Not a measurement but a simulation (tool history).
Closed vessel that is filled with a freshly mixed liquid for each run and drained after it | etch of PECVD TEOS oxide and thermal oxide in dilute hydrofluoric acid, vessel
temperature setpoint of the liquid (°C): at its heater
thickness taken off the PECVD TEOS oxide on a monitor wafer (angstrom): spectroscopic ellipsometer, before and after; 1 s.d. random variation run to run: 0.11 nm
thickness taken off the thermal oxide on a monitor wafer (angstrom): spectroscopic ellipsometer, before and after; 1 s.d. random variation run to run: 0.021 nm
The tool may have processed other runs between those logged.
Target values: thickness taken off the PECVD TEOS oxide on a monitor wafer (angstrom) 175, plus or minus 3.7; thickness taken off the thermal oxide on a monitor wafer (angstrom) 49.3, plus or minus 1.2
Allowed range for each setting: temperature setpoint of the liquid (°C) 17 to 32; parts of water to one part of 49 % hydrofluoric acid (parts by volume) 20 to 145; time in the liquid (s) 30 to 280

run  hour  temperature setpoint of the liquid (°C)  parts of water to one part of 49 % hydrofluoric acid (parts by volume)  time in the liquid (s)  thickness taken off the PECVD TEOS oxide on a monitor wafer (angstrom)  thickness taken off the thermal oxide on a monitor wafer (angstrom)
  1     0                                       24                                                                      80                     145                                                                  292.11                                                                81.89
  2   0.9                                       24                                                                      95                     145                                                                  240.73                                                                67.47
  3   5.5                                     26.5                                                                      95                     145                                                                  261.53                                                               74.895
  4  12.4                                       25                                                                      95                     145                                                                   249.2                                                               70.717
  5    13                                       25                                                                      95                     105                                                                  179.52                                                               50.968
  6  14.3                                       25                                                                     110                     105                                                                  153.48                                                               43.021
  7    23                                     25.5                                                                     110                     105                                                                  156.24                                                               44.141
  8  26.3                                       26                                                                     110                     105                                                                  157.92                                                               44.953

Exercise: of the 4 proposed moves below, exactly one satisfies all targets within the stated allowed misses. Which move is it?
  A  29.6                                     25.5                                                                     115                     130                                                                       ?                                                                    ?
  B  29.6                                     24.5                                                                     120                     130                                                                       ?                                                                    ?
  C  29.6                                     25.5                                                                     110                     100                                                                       ?                                                                    ?
  D  29.6                                     21.5                                                                     125                     160                                                                       ?                                                                    ?

move  thickness taken off the PECVD TEOS oxide on a monitor wafer (angstrom)  thickness taken off the thermal oxide on a monitor wafer (angstrom)
   A                                                                  186.37                                                               51.728
   B                                                                  170.77                                                               47.397
   C                                                                  150.82                                                                41.86
   D                                                                  178.27                                                               49.478
A: pushes the last run's worst result past its target
B: better than the last run, though not everything is in spec
C: misses by more than the last run did
D: all results in spec
D is the move that brings every result within its allowed miss.
